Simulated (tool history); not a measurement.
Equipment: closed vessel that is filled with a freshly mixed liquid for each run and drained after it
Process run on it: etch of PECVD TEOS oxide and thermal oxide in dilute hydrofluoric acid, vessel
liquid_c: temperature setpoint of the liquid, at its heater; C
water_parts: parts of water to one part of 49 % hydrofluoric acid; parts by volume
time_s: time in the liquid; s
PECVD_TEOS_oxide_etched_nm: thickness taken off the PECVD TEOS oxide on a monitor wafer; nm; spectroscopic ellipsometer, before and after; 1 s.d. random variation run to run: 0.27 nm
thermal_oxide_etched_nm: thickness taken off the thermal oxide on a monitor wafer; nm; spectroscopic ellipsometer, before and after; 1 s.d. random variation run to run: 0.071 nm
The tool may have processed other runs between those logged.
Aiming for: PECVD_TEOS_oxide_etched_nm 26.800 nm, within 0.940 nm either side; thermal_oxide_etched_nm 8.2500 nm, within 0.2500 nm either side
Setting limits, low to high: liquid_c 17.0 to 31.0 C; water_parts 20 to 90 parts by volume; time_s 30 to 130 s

| run | hour | liquid_c | water_parts | time_s | PECVD_TEOS_oxide_etched_nm | thermal_oxide_etched_nm |
|---|---|---|---|---|---|---|
| 1 | 0.0 | 23.0 | 50 | 65 | 19.496 | 5.9714 |
| 2 | 7.1 | 25.0 | 50 | 65 | 20.786 | 6.3561 |
| 3 | 15.7 | 25.0 | 50 | 55 | 17.875 | 5.4922 |
| 4 | 23.8 | 26.5 | 50 | 55 | 18.864 | 5.7995 |
| 5 | 29.8 | 25.0 | 50 | 55 | 18.092 | 5.4576 |
| 6 | 34.3 | 23.5 | 50 | 55 | 16.629 | 5.1394 |
| 7 | 42.5 | 25.5 | 50 | 55 | 18.130 | 5.6059 |
| 8 | 49.6 | 27.0 | 50 | 55 | 19.418 | 5.8698 |
| 9 | 53.3 | 27.5 | 45 | 55 | 22.117 | 6.7963 |
| 10 | 55.4 | 28.5 | 45 | 55 | 22.703 | 7.0370 |
| 11 | 60.6 | 29.0 | 45 | 55 | 23.544 | 7.1195 |
| 12 | 62.4 | 29.5 | 45 | 55 | 23.723 | 7.2131 |
| 13 | 67.1 | 30.0 | 45 | 55 | 24.043 | 7.4947 |
| 14 | 68.2 | 30.5 | 45 | 55 | 24.945 | 7.5254 |
| 15 | 71.9 | 30.5 | 40 | 55 | 27.818 | 8.6534 |

Below are 5 possible settings for the next run. Only one of them brings all results inside the allowed miss of their targets. Which is it?
| A | 75.6 | 29.5 | 40 | 55 | ? | ? |
| B | 75.6 | 30.5 | 55 | 70 | ? | ? |
| C | 75.6 | 31.0 | 50 | 60 | ? | ? |
| D | 75.6 | 24.5 | 20 | 30 | ? | ? |
| E | 75.6 | 30.0 | 40 | 50 | ? | ? |

| move | PECVD_TEOS_oxide_etched_nm | thermal_oxide_etched_nm |
|---|---|---|
| A | 26.833 | 8.3295 |
| B | 25.242 | 7.8358 |
| C | 24.457 | 7.5921 |
| D | 24.563 | 7.6250 |
| E | 24.882 | 7.7241 |
A: meets every target
B: takes the biggest miss from the last run beyond its target
C: takes the biggest miss from the last run beyond its target
D: takes the biggest miss from the last run beyond its target
E: takes the biggest miss from the last run beyond its target
Answer: A
